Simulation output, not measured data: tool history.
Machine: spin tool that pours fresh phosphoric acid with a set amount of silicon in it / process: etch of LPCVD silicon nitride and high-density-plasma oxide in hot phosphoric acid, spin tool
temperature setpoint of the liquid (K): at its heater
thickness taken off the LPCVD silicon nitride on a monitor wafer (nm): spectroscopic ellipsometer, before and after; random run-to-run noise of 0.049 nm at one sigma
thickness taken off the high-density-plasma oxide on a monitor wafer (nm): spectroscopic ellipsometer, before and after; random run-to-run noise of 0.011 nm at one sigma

run	day	temperature setpoint of the liquid (K)	silicon dissolved in the acid as it is poured (mg a litre)	time under the liquid (s)	thickness taken off the LPCVD silicon nitride on a monitor wafer (nm)	thickness taken off the high-density-plasma oxide on a monitor wafer (nm)
1	0.000	432.15	11.5	180	18.5320	0.48107
2	0.150	432.15	17.5	180	18.2850	0.36449
3	0.200	431.65	17.5	160	16.0770	0.31013
4	0.446	431.15	17.0	145	14.2350	0.29587
5	0.808	431.15	22.5	145	14.4840	0.27843
6	0.908	431.15	22.5	80	7.8832	0.13747
7	1.204	431.15	22.0	85	8.3752	0.15421

Expected results for the next run?
8	1.529	431.15	22.0	90	?	?

thickness taken off the LPCVD silicon nitride on a monitor wafer (nm): 8.9247
thickness taken off the high-density-plasma oxide on a monitor wafer (nm): 0.18070
